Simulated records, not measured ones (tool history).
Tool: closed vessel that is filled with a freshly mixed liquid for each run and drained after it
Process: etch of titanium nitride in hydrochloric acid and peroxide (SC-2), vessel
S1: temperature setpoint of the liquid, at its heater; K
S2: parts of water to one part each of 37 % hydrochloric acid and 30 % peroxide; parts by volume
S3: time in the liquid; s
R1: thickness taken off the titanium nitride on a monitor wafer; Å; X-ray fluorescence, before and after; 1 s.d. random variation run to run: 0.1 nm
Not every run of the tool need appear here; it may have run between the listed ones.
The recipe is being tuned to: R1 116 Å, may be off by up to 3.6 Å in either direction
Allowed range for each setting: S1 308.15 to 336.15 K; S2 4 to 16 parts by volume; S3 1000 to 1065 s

run,hour,S1,S2,S3,R1
1,0,320.15,9,1000,210.81
2,7.5,318.65,9,1000,192.65
3,13.2,317.65,9,1000,179.98
4,19.2,323.65,9,1000,268.83
5,26.9,323.65,9,1065,289.76
6,35.2,323.65,10,1065,263.44
# hour 42.8: chemicals flow meter replaced
7,42.8,321.65,10,1065,247.2
8,48.8,321.65,10,1065,246.72

Exercise: of the 5 proposed moves below, exactly one satisfies all targets within the stated allowed misses. Which move is it?
A,54.8,333.65,12,1065,?
B,54.8,312.15,10.5,1000,?
C,54.8,314.15,11.5,1020,?
D,54.8,330.15,8.5,1045,?
E,54.8,316.65,12.5,1000,?

move,R1
A,458.74
B,114.61
C,124.75
D,481.06
E,135.65
A: lands further from the targets than the last run did
B: all results land within tolerance of their targets
C: an improvement on the last run, though not all results are within tolerance
D: lands further from the targets than the last run did
E: an improvement on the last run, though not all results are within tolerance
Answer: B

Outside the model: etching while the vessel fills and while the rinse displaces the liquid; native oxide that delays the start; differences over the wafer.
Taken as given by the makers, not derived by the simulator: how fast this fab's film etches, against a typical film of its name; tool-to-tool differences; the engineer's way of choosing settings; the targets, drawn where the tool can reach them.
